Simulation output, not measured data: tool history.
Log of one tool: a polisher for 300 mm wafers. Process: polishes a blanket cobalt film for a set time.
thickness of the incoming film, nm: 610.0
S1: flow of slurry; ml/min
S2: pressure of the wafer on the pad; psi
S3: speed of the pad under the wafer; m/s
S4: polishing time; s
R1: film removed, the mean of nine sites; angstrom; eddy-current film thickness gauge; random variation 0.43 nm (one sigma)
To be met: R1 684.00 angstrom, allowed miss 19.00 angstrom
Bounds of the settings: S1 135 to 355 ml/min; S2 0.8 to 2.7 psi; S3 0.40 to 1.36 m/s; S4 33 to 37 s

run  hour   S1   S2    S3  S4       R1
  1   0.0  225  1.7  0.88  37  1515.80
  2   4.6  200  1.7  0.88  37  1509.30
  3   8.6  200  1.5  0.84  37  1279.70
  4   9.8  200  1.5  0.94  37  1416.40
  5  13.0  200  1.5  1.16  37  1758.20
  6  16.3  200  1.5  1.16  37  1729.90
  7  24.8  200  1.4  1.06  37  1472.00
  8  27.4  190  0.9  0.82  36   738.06

4 next moves are on the table. One of them brings every result within its allowed miss. Which?
  A  30.0  185  1.1  0.74  36   ?
  B  30.0  205  0.9  0.96  33   ?
  C  30.0  140  1.2  0.64  33   ?
  D  30.0  225  1.1  0.80  34   ?

move      R1
   A  806.98
   B  793.72
   C  681.62
   D  835.61
A: further off than the last run
B: further off than the last run
C: meets every target
D: further off than the last run
Move C is the one to make.

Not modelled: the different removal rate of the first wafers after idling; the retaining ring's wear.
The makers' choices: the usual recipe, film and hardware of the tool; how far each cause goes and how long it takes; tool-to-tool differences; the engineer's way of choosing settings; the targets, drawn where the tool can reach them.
